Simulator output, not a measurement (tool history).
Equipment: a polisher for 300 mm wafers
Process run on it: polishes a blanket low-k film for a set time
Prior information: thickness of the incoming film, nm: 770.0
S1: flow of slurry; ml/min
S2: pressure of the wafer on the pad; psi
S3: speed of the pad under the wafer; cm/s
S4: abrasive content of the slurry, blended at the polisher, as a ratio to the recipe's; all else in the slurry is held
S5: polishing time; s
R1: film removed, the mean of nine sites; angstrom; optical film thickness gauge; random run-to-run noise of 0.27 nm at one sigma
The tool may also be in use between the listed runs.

run,day,S1,S2,S3,S4,S5,R1
1,0.000,145,1.7,110,1.0,100,363.63
2,0.292,145,1.7,122,1.0,100,384.54
3,0.429,145,1.5,122,1.0,100,335.10
4,0.712,145,1.4,122,1.0,100,327.38
5,0.900,145,1.3,122,1.0,100,293.71
6,1.162,145,1.3,122,1.0,105,309.39
7,1.292,145,1.2,122,1.0,105,287.29
8,1.550,130,0.9,120,1.0,105,214.32
9,1.658,135,0.9,120,1.0,105,212.75

Run 10, settings as shown, results not yet in. Your forecast:
10,1.788,140,0.9,120,1.0,105,?

{"run 10": {"R1": 215.23}}
